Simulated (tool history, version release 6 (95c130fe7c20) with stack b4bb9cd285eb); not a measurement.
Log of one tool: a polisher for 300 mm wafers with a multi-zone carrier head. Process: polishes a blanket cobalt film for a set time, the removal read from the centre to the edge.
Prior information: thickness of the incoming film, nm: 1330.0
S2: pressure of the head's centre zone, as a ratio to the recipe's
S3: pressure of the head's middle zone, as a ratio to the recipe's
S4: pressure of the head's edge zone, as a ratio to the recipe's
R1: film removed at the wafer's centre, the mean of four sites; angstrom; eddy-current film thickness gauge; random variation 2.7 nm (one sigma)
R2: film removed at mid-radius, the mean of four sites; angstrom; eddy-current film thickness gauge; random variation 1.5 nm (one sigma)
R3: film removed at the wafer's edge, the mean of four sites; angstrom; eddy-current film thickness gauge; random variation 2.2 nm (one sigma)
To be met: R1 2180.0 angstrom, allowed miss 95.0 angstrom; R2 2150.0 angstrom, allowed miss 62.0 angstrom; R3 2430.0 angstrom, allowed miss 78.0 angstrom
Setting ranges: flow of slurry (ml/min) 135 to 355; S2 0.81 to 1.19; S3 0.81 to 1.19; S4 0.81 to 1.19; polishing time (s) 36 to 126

run 1 hour=0.0 | flow_of_slurry_(ml/min)=225 S2=1.00 S3=1.00 S4=1.00 polishing_time_(s)=81 | R1=3213.6 R2=3338.3 R3=3302.4
run 2 hour=6.3 | flow_of_slurry_(ml/min)=275 S2=1.00 S3=1.00 S4=1.00 polishing_time_(s)=81 | R1=3410.0 R2=3414.1 R3=3359.1
run 3 hour=10.2 | flow_of_slurry_(ml/min)=325 S2=1.00 S3=1.00 S4=1.00 polishing_time_(s)=81 | R1=3474.5 R2=3482.9 R3=3379.3
run 4 hour=12.3 | flow_of_slurry_(ml/min)=355 S2=1.00 S3=1.00 S4=1.00 polishing_time_(s)=81 | R1=3541.5 R2=3516.8 R3=3479.1
run 5 hour=13.0 | flow_of_slurry_(ml/min)=355 S2=1.00 S3=1.00 S4=1.00 polishing_time_(s)=100 | R1=4296.0 R2=4364.7 R3=4295.0
run 6 hour=14.8 | flow_of_slurry_(ml/min)=345 S2=0.97 S3=0.97 S4=0.99 polishing_time_(s)=92 | R1=3860.6 R2=3904.6 R3=3842.8
run 7 hour=21.3 | flow_of_slurry_(ml/min)=330 S2=0.94 S3=0.94 S4=1.01 polishing_time_(s)=85 | R1=3423.3 R2=3463.1 R3=3535.0
run 8 hour=29.2 | flow_of_slurry_(ml/min)=265 S2=0.84 S3=0.84 S4=0.96 polishing_time_(s)=63 | R1=2237.5 R2=2293.9 R3=2520.7

Which single option among these 4 for the next run brings every result within its allowed miss of target? Just one does.
run A hour=37.1 | flow_of_slurry_(ml/min)=250 S2=0.84 S3=0.95 S4=0.87 polishing_time_(s)=58 | R1=? R2=? R3=?
run B hour=37.1 | flow_of_slurry_(ml/min)=235 S2=0.84 S3=0.86 S4=0.98 polishing_time_(s)=55 | R1=? R2=? R3=?
run C hour=37.1 | flow_of_slurry_(ml/min)=275 S2=0.86 S3=0.83 S4=0.96 polishing_time_(s)=54 | R1=? R2=? R3=?
run D hour=37.1 | flow_of_slurry_(ml/min)=230 S2=0.87 S3=0.81 S4=0.89 polishing_time_(s)=62 | R1=? R2=? R3=?

move=A R1=1997.5 R2=2317.7 R3=2287.2
move=B R1=1876.2 R2=2007.1 R3=2263.0
move=C R1=1926.9 R2=1951.1 R3=2236.4
move=D R1=2183.3 R2=2147.8 R3=2450.9
A: the biggest miss grows against the last run
B: moves the result that the last run missed by most past its target, out the other side
C: moves the result that the last run missed by most past its target, out the other side
D: every result within its allowed miss
So the answer is move D, the one that meets all the targets.
